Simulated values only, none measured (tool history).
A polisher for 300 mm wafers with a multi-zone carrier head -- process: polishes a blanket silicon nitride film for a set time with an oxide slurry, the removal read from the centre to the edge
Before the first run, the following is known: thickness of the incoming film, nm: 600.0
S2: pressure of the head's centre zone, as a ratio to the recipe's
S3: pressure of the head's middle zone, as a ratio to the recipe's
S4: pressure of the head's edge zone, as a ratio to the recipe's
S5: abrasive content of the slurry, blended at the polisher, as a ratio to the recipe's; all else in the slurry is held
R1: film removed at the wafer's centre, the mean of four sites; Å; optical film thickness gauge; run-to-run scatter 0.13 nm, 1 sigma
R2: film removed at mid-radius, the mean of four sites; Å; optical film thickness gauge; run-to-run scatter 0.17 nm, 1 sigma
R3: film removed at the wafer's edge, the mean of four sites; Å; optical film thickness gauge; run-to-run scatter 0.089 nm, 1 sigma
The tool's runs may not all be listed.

Run 1, hour 0: flow of slurry (ml/min) 140, S2 1, S3 1, S4 1, S5 1, polishing time (s) 49. Result: R1 236.61 Å, R2 238.07 Å, R3 243.95 Å.
Run 2, hour 2.8: flow of slurry (ml/min) 160, S2 1, S3 1, S4 1, S5 1, polishing time (s) 49. Result: R1 239.28 Å, R2 252.2 Å, R3 249.14 Å.
Run 3, hour 8.3: flow of slurry (ml/min) 160, S2 1, S3 1, S4 1, S5 1, polishing time (s) 38. Result: R1 189.76 Å, R2 196.36 Å, R3 193.93 Å.
Run 4, hour 8.9: flow of slurry (ml/min) 160, S2 1.05, S3 1, S4 1, S5 1, polishing time (s) 38. Result: R1 193.42 Å, R2 191.4 Å, R3 194.57 Å.
Run 5, hour 16: flow of slurry (ml/min) 150, S2 0.99, S3 1.01, S4 1.03, S5 0.9, polishing time (s) 36. Result: R1 167.27 Å, R2 175 Å, R3 176.76 Å.
Run 6, hour 17.5: flow of slurry (ml/min) 140, S2 0.95, S3 1.02, S4 1.04, S5 0.8, polishing time (s) 35. Result: R1 143.45 Å, R2 157.17 Å, R3 156.87 Å.
Run 7, hour 22.8: flow of slurry (ml/min) 130, S2 0.92, S3 1.02, S4 1.04, S5 0.8, polishing time (s) 35. Result: R1 134.08 Å, R2 156.13 Å, R3 154.11 Å.
Run 8, hour 29.6: flow of slurry (ml/min) 120, S2 0.9, S3 1.01, S4 1.02, S5 0.8, polishing time (s) 35. Result: R1 128.64 Å, R2 150.18 Å, R3 152.89 Å.

The next listed run, before its measurement:
Run 9, hour 34.6: flow of slurry (ml/min) 115, S2 0.89, S3 1.02, S4 1, S5 0.75, polishing time (s) 35. Result: R1 ?, R2 ?, R3 ?.

R1: 121.26 Å
R2: 142.94 Å
R3: 143.93 Å

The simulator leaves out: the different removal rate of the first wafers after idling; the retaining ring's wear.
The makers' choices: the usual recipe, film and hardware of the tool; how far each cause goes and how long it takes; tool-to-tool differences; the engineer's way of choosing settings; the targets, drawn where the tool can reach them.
